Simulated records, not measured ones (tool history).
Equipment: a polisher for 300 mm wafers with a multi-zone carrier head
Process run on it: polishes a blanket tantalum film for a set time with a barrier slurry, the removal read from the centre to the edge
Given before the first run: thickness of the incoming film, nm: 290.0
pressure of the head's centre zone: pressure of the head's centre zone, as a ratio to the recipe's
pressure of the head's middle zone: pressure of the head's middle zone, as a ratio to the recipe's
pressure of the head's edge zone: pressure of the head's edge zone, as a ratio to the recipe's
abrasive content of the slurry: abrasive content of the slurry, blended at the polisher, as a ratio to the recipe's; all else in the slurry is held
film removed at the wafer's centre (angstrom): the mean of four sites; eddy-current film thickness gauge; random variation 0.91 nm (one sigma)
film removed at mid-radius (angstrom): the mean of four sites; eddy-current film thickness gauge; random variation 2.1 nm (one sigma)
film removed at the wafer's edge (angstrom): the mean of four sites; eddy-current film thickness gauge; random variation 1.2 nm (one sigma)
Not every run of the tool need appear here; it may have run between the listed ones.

run	day	flow of slurry (ml/min)	pressure of the head's centre zone	pressure of the head's middle zone	pressure of the head's edge zone	abrasive content of the slurry	polishing time (s)	film removed at the wafer's centre (angstrom)	film removed at mid-radius (angstrom)	film removed at the wafer's edge (angstrom)
1	0	290	1	1	1	1	43	1100.1	1118.1	1133.8
2	0.229	240	1	1	1	1	43	1064.9	1095.1	1106
3	0.321	275	1.03	1.05	1.05	1.1	43	1141	1195.6	1185.5
4	0.571	305	1.06	1.08	1.08	1.15	43	1208.9	1218.8	1194.2
5	0.75	305	1.07	1.1	1.1	1.25	44	1272	1323.6	1276.7
6	0.996	315	1.08	1.11	1.12	1.3	44	1306.4	1353.3	1308.1
7	1.025	325	1.09	1.12	1.13	1.35	44	1312.9	1368.8	1318.2
8	1.283	325	1.1	1.13	1.14	1.4	44	1365.3	1393	1324.4
9	1.554	325	1.1	1.14	1.15	1.45	44	1335.7	1368.9	1344.1

Run 10 has not been measured yet. What should we expect?
10	1.833	340	1.1	1.15	1.15	1.45	44	?	?	?

{"run 10": {"film removed at the wafer's centre (angstrom)": 1349.9, "film removed at mid-radius (angstrom)": 1438.7, "film removed at the wafer's edge (angstrom)": 1358.3}}
